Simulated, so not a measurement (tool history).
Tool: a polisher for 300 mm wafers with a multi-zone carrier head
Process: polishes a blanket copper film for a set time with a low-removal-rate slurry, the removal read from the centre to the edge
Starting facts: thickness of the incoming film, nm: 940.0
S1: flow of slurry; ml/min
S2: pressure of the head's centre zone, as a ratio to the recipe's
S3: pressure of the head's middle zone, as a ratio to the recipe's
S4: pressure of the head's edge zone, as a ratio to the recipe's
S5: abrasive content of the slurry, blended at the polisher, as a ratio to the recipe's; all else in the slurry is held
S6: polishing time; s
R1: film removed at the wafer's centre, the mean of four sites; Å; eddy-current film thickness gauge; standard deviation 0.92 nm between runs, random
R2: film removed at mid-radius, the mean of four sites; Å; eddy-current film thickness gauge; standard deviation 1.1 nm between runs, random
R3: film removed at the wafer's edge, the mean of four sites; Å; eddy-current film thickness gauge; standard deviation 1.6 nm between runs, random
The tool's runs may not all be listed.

run 1 hour=0.0 | S1=300 S2=1.00 S3=1.00 S4=1.00 S5=1.00 S6=46 | R1=988.39 R2=1008.00 R3=989.12
run 2 hour=5.1 | S1=300 S2=1.00 S3=1.00 S4=0.93 S5=1.00 S6=46 | R1=1004.90 R2=1004.70 R3=966.49
run 3 hour=12.2 | S1=300 S2=1.00 S3=1.00 S4=0.85 S5=1.00 S6=46 | R1=987.88 R2=1004.20 R3=939.49
run 4 hour=16.4 | S1=300 S2=1.00 S3=1.00 S4=0.81 S5=1.00 S6=46 | R1=997.31 R2=1000.70 R3=930.62
run 5 hour=20.6 | S1=300 S2=1.00 S3=1.00 S4=0.81 S5=1.00 S6=37 | R1=807.04 R2=805.88 R3=730.29
run 6 hour=24.5 | S1=305 S2=1.04 S3=1.04 S4=0.87 S5=1.15 S6=39 | R1=902.25 R2=896.73 R3=832.67
run 7 hour=30.7 | S1=320 S2=1.08 S3=1.08 S4=0.87 S5=1.25 S6=41 | R1=1014.00 R2=995.37 R3=890.23

What will run 8 give?
run 8 hour=36.3 | S1=330 S2=1.10 S3=1.11 S4=0.91 S5=1.35 S6=42 | R1=? R2=? R3=?

Run 8 measured R1 1083.10 Å, R2 1081.60 Å, R3 960.70 Å.
